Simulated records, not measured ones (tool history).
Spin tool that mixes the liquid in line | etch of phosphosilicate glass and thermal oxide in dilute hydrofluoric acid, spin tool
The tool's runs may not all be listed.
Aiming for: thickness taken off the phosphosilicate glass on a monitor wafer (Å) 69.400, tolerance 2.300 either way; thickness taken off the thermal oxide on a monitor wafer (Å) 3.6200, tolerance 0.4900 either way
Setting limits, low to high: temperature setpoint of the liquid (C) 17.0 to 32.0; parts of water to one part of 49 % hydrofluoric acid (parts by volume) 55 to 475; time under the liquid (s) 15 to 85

run    day  temperature setpoint of the liquid (C)  parts of water to one part of 49 % hydrofluoric acid (parts by volume)  time under the liquid (s)  thickness taken off the phosphosilicate glass on a monitor wafer (Å)  thickness taken off the thermal oxide on a monitor wafer (Å)
  1  0.000                                    24.0                                                                     265                         45                                                               127.860                                                        7.2739
  2  0.142                                    24.0                                                                     265                         55                                                               158.470                                                        8.2877
  3  0.233                                    26.5                                                                     265                         55                                                               173.430                                                        8.9191
  4  0.412                                    26.5                                                                     335                         55                                                               126.870                                                        6.5912
  5  0.562                                    24.0                                                                     360                         55                                                               106.480                                                        5.8463
  6  0.704                                    23.0                                                                     385                         55                                                                94.727                                                        4.8909
  7  0.854                                    21.5                                                                     400                         55                                                                84.338                                                        4.6800
  8  1.062                                    23.0                                                                     455                         55                                                                75.727                                                        3.8589
  9  1.392                                    22.5                                                                     455                         55                                                                73.224                                                        3.8016
 10  1.425                                    22.0                                                                     455                         55                                                                73.137                                                        3.7636

Exactly one of the 5 candidate moves below puts every result within its allowed miss. Which one?
  A  1.458                                    26.5                                                                     460                         50                                                                     ?                                                             ?
  B  1.458                                    17.0                                                                     270                         30                                                                     ?                                                             ?
  C  1.458                                    17.0                                                                     370                         45                                                                     ?                                                             ?
  D  1.458                                    27.5                                                                     465                         45                                                                     ?                                                             ?
  E  1.458                                    21.5                                                                     455                         50                                                                     ?                                                             ?

move  thickness taken off the phosphosilicate glass on a monitor wafer (Å)  thickness taken off the thermal oxide on a monitor wafer (Å)
   A                                                                75.475                                                        3.8017
   B                                                                65.668                                                        3.3077
   C                                                                66.202                                                        3.3346
   D                                                                68.965                                                        3.4738
   E                                                                65.336                                                        3.2910
A: its largest miss is bigger than the last run's
B: carries the result that was furthest off beyond its target, to the other side
C: carries the result that was furthest off beyond its target, to the other side
D: every result within its allowed miss
E: carries the result that was furthest off beyond its target, to the other side
D is the move that brings every result within its allowed miss.
